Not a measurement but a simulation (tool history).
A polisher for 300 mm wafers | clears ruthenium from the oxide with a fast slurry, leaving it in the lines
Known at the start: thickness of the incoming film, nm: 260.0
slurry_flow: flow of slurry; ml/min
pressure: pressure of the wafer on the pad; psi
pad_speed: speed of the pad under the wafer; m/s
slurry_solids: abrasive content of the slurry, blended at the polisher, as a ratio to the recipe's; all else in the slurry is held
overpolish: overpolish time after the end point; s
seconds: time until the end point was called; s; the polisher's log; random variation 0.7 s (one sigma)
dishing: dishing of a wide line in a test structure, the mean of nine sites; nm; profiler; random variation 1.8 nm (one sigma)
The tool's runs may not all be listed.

run	day	slurry_flow	pressure	pad_speed	slurry_solids	overpolish	seconds	dishing
1	0	310	3.4	0.88	1	27	65.788	79.046
2	0.358	310	3.4	0.74	1	27	76.683	70.151
3	0.55	250	3.4	0.74	1	27	77.92	69.112
4	0.7	250	2.7	0.74	1	27	98.098	57.861
5	0.829	220	2.7	0.74	1	27	101.08	55.61
6	1.204	220	3.4	0.74	1	30	80.552	75.778
7	1.267	220	3.9	0.74	1	32	69.102	87.462
8	1.396	220	4.3	0.74	1	34	62.12	96.916

The next listed run, before its measurement:
9	1.508	220	4.6	0.76	1	36	?	?

seconds: 58.625 s
dishing: 109.18 nm
